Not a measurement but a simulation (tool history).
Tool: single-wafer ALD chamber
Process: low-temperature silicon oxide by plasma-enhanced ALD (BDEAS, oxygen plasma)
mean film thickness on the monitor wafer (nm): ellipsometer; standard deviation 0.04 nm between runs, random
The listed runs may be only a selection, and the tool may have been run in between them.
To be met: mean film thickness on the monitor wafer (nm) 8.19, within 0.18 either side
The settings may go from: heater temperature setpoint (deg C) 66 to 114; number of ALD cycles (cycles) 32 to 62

run  hour  heater temperature setpoint (deg C)  number of ALD cycles (cycles)  mean film thickness on the monitor wafer (nm)
  1     0                                   90                             47                                         6.8559
  2   3.8                                   90                             43                                         6.3277
  3   4.5                                   90                             38                                         5.5318
  4   7.2                                   88                             40                                         5.8757
  5    11                                   88                             37                                         5.4207
  6    18                                   80                             37                                         5.5833
  7  19.7                                   79                             39                                         5.9325
  8  21.7                                   68                             46                                         7.2056
  9  28.7                                   68                             47                                         7.4549
 10    34                                   68                             48                                         7.5548
     37.5  -- thermocouple changed; heater temperature recalibrated
 11  37.5                                   67                             50                                          7.979

Exactly one of the 4 candidate moves below puts every result within its allowed miss. Which one?
  A    41                                   71                             52                                              ?
  B    41                                   70                             49                                              ?
  C    41                                   66                             48                                              ?
  D    41                                   69                             50                                              ?

move  mean film thickness on the monitor wafer (nm)
   A                                         8.2165
   B                                          7.767
   C                                         7.7048
   D                                         7.9506
A: every result lands within tolerance
B: lands further from the targets than the last run did
C: lands further from the targets than the last run did
D: lands further from the targets than the last run did
The move that meets every target is A.

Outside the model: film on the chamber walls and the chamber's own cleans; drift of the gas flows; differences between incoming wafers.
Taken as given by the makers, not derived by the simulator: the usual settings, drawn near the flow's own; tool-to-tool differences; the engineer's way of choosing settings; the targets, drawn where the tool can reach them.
